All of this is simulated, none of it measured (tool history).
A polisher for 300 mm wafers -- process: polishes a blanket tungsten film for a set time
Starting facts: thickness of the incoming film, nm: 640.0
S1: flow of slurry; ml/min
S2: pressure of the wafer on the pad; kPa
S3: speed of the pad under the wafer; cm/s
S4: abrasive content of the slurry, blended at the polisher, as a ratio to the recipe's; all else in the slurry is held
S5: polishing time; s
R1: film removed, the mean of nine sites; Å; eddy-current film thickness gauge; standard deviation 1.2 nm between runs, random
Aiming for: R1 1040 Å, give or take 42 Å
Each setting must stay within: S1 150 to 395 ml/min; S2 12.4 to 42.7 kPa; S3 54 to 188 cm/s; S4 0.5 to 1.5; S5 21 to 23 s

run,hour,S1,S2,S3,S4,S5,R1
1,0,250,27.6,120,1,23,1251.1
2,8.5,300,27.6,120,1,23,1281.9
3,16.3,300,21.4,120,1,23,1076.2
4,23.4,275,21.4,120,1,23,1084.7
5,30.4,275,21.4,96,1,23,876.48
6,36.7,240,21.4,96,1,23,885.31
7,37.3,240,22.8,96,1,23,909.26
8,38.1,240,24.1,96,1,23,918.83
9,45.7,240,25.5,96,1,23,974.42

Exactly one of the 5 candidate moves below puts every result within its allowed miss. Which one?
A,53.3,230,22.8,108,1,21,?
B,53.3,260,35.2,72,1.1,22,?
C,53.3,250,24.1,94,1.1,21,?
D,53.3,335,18.6,116,1.15,23,?
E,53.3,280,23.4,100,0.95,23,?

move,R1
A,933.96
B,920.79
C,876.9
D,1039.4
E,966.15
A: the biggest miss grows against the last run
B: the biggest miss grows against the last run
C: the biggest miss grows against the last run
D: hits every target within its allowed miss
E: the biggest miss grows against the last run
Go with D: it meets all targets.
